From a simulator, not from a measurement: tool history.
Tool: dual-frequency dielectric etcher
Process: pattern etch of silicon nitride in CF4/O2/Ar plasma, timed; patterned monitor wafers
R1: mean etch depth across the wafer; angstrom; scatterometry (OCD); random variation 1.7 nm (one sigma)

{"run": 1, "day": 0.0, "source power (W)": 400, "bias power (W)": 35, "Ar flow (sccm)": 74, "CF4 flow (sccm)": 75, "etch time (s)": 404.5, "R1": 5592.0}
{"run": 2, "day": 0.183, "source power (W)": 450, "bias power (W)": 35, "Ar flow (sccm)": 74, "CF4 flow (sccm)": 75, "etch time (s)": 404.5, "R1": 6320.9}
{"run": 3, "day": 0.208, "source power (W)": 450, "bias power (W)": 35, "Ar flow (sccm)": 69, "CF4 flow (sccm)": 75, "etch time (s)": 404.5, "R1": 6385.1}
{"run": 4, "day": 0.321, "source power (W)": 430, "bias power (W)": 35, "Ar flow (sccm)": 69, "CF4 flow (sccm)": 75, "etch time (s)": 404.5, "R1": 6134.3}
{"run": 5, "day": 0.546, "source power (W)": 490, "bias power (W)": 35, "Ar flow (sccm)": 69, "CF4 flow (sccm)": 75, "etch time (s)": 404.5, "R1": 6993.9}
{"run": 6, "day": 0.717, "source power (W)": 490, "bias power (W)": 35, "Ar flow (sccm)": 69, "CF4 flow (sccm)": 82, "etch time (s)": 404.5, "R1": 7061.2}
{"run": 7, "day": 0.875, "source power (W)": 460, "bias power (W)": 35, "Ar flow (sccm)": 69, "CF4 flow (sccm)": 82, "etch time (s)": 404.5, "R1": 6674.6}

The next listed run, before its measurement:
{"run": 8, "day": 0.933, "source power (W)": 430, "bias power (W)": 35, "Ar flow (sccm)": 69, "CF4 flow (sccm)": 82, "etch time (s)": 404.5, "R1": "?"}

Run 8 gave R1 6189.7 angstrom.

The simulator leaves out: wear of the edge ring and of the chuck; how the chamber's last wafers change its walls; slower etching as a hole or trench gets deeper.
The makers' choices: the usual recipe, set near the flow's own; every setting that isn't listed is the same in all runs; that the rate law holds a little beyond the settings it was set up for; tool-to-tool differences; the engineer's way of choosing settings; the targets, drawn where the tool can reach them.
